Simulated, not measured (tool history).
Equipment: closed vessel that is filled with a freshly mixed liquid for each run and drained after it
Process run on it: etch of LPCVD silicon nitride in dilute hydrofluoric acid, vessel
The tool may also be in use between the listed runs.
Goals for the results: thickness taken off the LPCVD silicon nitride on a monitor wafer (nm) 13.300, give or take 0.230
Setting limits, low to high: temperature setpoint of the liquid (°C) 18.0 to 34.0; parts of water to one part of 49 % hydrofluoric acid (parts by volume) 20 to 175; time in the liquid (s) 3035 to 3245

run    day  temperature setpoint of the liquid (°C)  parts of water to one part of 49 % hydrofluoric acid (parts by volume)  time in the liquid (s)  thickness taken off the LPCVD silicon nitride on a monitor wafer (nm)
  1  0.000                                     26.0                                                                      95                    3035                                                                 16.731
  2  0.071                                     26.0                                                                      80                    3035                                                                 19.837
  3  0.400                                     24.5                                                                      80                    3035                                                                 18.017
  4  0.762                                     23.5                                                                      80                    3035                                                                 16.860
  5  0.954                                     23.5                                                                      65                    3035                                                                 20.531
  6  1.325                                     22.0                                                                      65                    3035                                                                 18.666
  7  1.558                                     18.0                                                                      75                    3035                                                                 12.198
  8  1.829                                     18.5                                                                      75                    3035                                                                 12.628
  9  1.900                                     19.5                                                                      75                    3035                                                                 13.677

Which single option among these 4 for the next run brings every result within its allowed miss of target? Just one does.
  A  1.971                                     18.5                                                                      70                    3160                                                                      ?
  B  1.971                                     18.0                                                                      65                    3035                                                                      ?
  C  1.971                                     18.0                                                                      70                    3065                                                                      ?
  D  1.971                                     19.0                                                                      70                    3035                                                                      ?

move  thickness taken off the LPCVD silicon nitride on a monitor wafer (nm)
   A                                                                 14.056
   B                                                                 14.010
   C                                                                 13.165
   D                                                                 13.978
A: misses by more than the last run did
B: misses by more than the last run did
C: each result inside its tolerance
D: misses by more than the last run did
The right move is C.
